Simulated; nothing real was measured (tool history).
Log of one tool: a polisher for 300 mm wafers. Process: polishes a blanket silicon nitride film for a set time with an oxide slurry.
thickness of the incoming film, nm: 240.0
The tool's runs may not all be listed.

| run | hour | flow of slurry (ml/min) | pressure of the wafer on the pad (kPa) | speed of the pad under the wafer (m/s) | abrasive content of the slurry | polishing time (s) | film removed (nm) |
|---|---|---|---|---|---|---|---|
| 1 | 0.0 | 300 | 18.6 | 0.90 | 1.0 | 69 | 26.844 |
| 2 | 7.5 | 300 | 22.8 | 0.90 | 1.0 | 69 | 32.309 |
| 3 | 8.9 | 300 | 22.8 | 0.90 | 1.2 | 69 | 35.688 |
| 4 | 14.0 | 300 | 22.8 | 1.12 | 1.2 | 69 | 40.769 |
| 5 | 14.9 | 300 | 22.8 | 1.30 | 1.2 | 69 | 45.806 |
| 6 | 23.0 | 300 | 20.0 | 1.28 | 1.2 | 69 | 39.581 |
| 7 | 29.6 | 300 | 17.9 | 1.28 | 1.2 | 69 | 35.292 |
| 8 | 35.6 | 300 | 16.5 | 1.28 | 1.2 | 69 | 32.840 |

The next listed run, before its measurement:
| 9 | 44.4 | 300 | 15.2 | 1.28 | 1.2 | 69 | ? |

{"run 9": {"film removed (nm)": 30.73}}
